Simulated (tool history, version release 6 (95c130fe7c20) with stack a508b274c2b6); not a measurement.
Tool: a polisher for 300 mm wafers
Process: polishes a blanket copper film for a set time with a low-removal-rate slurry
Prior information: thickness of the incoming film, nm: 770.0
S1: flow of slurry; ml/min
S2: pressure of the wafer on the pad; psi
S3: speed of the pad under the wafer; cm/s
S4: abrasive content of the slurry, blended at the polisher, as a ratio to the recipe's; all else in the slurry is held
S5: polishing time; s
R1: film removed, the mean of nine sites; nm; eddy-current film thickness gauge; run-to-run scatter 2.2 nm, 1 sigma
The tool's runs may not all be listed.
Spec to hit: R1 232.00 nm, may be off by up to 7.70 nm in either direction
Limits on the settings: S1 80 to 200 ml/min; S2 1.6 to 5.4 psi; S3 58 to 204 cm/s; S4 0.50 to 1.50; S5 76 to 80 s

run,day,S1,S2,S3,S4,S5,R1
1,0.000,130,3.5,130,1.00,76,292.63
2,0.321,130,3.5,130,1.10,76,299.74
3,0.592,160,3.5,130,1.10,76,310.91
4,0.758,155,3.3,130,1.10,76,290.33
5,0.900,150,3.2,130,1.10,76,278.22
6,1.125,145,3.1,130,1.10,76,273.03
7,1.354,145,3.0,130,1.10,76,260.83
8,1.542,140,2.9,130,1.10,76,253.49
9,1.754,140,2.8,130,1.10,76,245.36
10,1.892,140,2.8,130,1.10,76,245.79

Consider the 5 candidate settings below. Which is the only one whose results all fall within their allowed miss of target?
A,2.029,110,2.7,148,1.30,76,?
B,2.029,145,2.7,150,1.05,76,?
C,2.029,160,3.3,104,0.90,76,?
D,2.029,155,2.3,136,1.05,77,?
E,2.029,135,2.8,136,0.95,80,?

move,R1
A,263.57
B,268.80
C,237.37
D,217.39
E,260.94
A: moves away from the targets compared with the last run
B: moves away from the targets compared with the last run
C: all results in spec
D: moves the result that the last run missed by most past its target, out the other side
E: moves away from the targets compared with the last run
The right move is C.
